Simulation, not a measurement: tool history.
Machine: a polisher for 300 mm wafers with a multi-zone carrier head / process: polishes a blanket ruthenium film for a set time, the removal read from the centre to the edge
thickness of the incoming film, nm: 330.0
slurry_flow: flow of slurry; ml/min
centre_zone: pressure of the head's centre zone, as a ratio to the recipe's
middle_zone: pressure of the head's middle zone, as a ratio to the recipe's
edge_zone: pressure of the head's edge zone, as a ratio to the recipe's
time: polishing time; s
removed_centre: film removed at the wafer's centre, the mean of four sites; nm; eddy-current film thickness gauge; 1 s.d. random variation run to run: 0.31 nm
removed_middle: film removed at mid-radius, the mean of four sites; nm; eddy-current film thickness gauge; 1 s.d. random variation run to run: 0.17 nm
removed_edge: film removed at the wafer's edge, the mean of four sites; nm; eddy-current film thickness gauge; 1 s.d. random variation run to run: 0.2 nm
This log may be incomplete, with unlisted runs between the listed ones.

run    day  slurry_flow  centre_zone  middle_zone  edge_zone  time  removed_centre  removed_middle  removed_edge
  1      0          130            1            1          1    35          38.687          38.759         37.51
  2  0.338          125            1         0.98       0.98    32          34.309          35.068        34.824
  3  0.612          115         1.03         0.97       0.95    29          32.198           30.71         30.35
  4  0.675          115          1.1         0.97       0.95    29           35.11          30.725        31.008
     1.017  -- edge zone pressure recalibrated
  5  1.017          115         1.06         0.97       0.95    29          32.936          30.962        32.074
  6  1.233          115         1.06         0.92       0.95    29           33.19          29.149        31.957
  7  1.325          110         1.06         0.93       0.93    27          30.756          27.745        28.648
  8  1.604           85         0.97         0.85       0.83    18          17.622           17.03        18.109
  9  1.971          120            1         0.91       0.83    17          18.546          17.525        17.857

Expected results for the next run?
 10  2.188          120         1.01         0.93       0.85    17               ?               ?             ?

removed_centre: 18.47 nm
removed_middle: 17.685 nm
removed_edge: 17.564 nm
